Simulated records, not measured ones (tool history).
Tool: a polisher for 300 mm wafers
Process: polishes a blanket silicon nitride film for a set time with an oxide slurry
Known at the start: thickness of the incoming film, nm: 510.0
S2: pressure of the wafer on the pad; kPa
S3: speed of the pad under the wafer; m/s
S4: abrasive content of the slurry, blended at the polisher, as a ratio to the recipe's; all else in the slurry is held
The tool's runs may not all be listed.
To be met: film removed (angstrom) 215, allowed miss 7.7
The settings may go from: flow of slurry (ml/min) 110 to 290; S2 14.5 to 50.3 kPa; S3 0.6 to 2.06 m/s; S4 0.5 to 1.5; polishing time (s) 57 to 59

{"run": 1, "hour": 0.0, "flow of slurry (ml/min)": 185, "S2": 32.4, "S3": 1.32, "S4": 1, "polishing time (s)": 57, "film removed (angstrom)": 494.83}
{"run": 2, "hour": 3.9, "flow of slurry (ml/min)": 180, "S2": 27.6, "S3": 1.2, "S4": 1, "polishing time (s)": 57, "film removed (angstrom)": 394.15}
{"run": 3, "hour": 9.9, "flow of slurry (ml/min)": 175, "S2": 24.1, "S3": 1.12, "S4": 1, "polishing time (s)": 57, "film removed (angstrom)": 323.92}
{"run": 4, "hour": 11.8, "flow of slurry (ml/min)": 170, "S2": 21.4, "S3": 1.1, "S4": 1, "polishing time (s)": 57, "film removed (angstrom)": 284.09}
{"run": 5, "hour": 17.0, "flow of slurry (ml/min)": 165, "S2": 19.3, "S3": 1.1, "S4": 1, "polishing time (s)": 57, "film removed (angstrom)": 258.14}
{"run": 6, "hour": 17.9, "flow of slurry (ml/min)": 155, "S2": 18.6, "S3": 1.1, "S4": 1, "polishing time (s)": 57, "film removed (angstrom)": 244.01}
{"run": 7, "hour": 25.9, "flow of slurry (ml/min)": 145, "S2": 18.6, "S3": 1.1, "S4": 1, "polishing time (s)": 57, "film removed (angstrom)": 236.33}
{"run": 8, "hour": 31.9, "flow of slurry (ml/min)": 135, "S2": 18.6, "S3": 1.1, "S4": 1, "polishing time (s)": 57, "film removed (angstrom)": 244.19}
{"run": 9, "hour": 35.7, "flow of slurry (ml/min)": 135, "S2": 17.9, "S3": 1.1, "S4": 1, "polishing time (s)": 57, "film removed (angstrom)": 228.75}
{"run": 10, "hour": 37.2, "flow of slurry (ml/min)": 130, "S2": 17.9, "S3": 1.1, "S4": 1, "polishing time (s)": 57, "film removed (angstrom)": 231.51}

5 next moves are on the table. One of them brings every result within its allowed miss. Which?
{"run": "A", "hour": 38.7, "flow of slurry (ml/min)": 125, "S2": 18.6, "S3": 1.12, "S4": 1.05, "polishing time (s)": 57, "film removed (angstrom)": "?"}
{"run": "B", "hour": 38.7, "flow of slurry (ml/min)": 165, "S2": 14.5, "S3": 1.44, "S4": 0.9, "polishing time (s)": 59, "film removed (angstrom)": "?"}
{"run": "C", "hour": 38.7, "flow of slurry (ml/min)": 120, "S2": 17.9, "S3": 1.1, "S4": 0.95, "polishing time (s)": 57, "film removed (angstrom)": "?"}
{"run": "D", "hour": 38.7, "flow of slurry (ml/min)": 110, "S2": 16.5, "S3": 1.04, "S4": 1, "polishing time (s)": 59, "film removed (angstrom)": "?"}
{"run": "E", "hour": 38.7, "flow of slurry (ml/min)": 140, "S2": 22.1, "S3": 0.9, "S4": 0.9, "polishing time (s)": 59, "film removed (angstrom)": "?"}

move=A film_removed_(angstrom)=244.24
move=B film_removed_(angstrom)=233.34
move=C film_removed_(angstrom)=215.52
move=D film_removed_(angstrom)=199.79
move=E film_removed_(angstrom)=231.11
A: further off than the last run
B: further off than the last run
C: meets every target
D: takes the result that was furthest off past its target
E: as far off as the last run
Move C is the one to make.
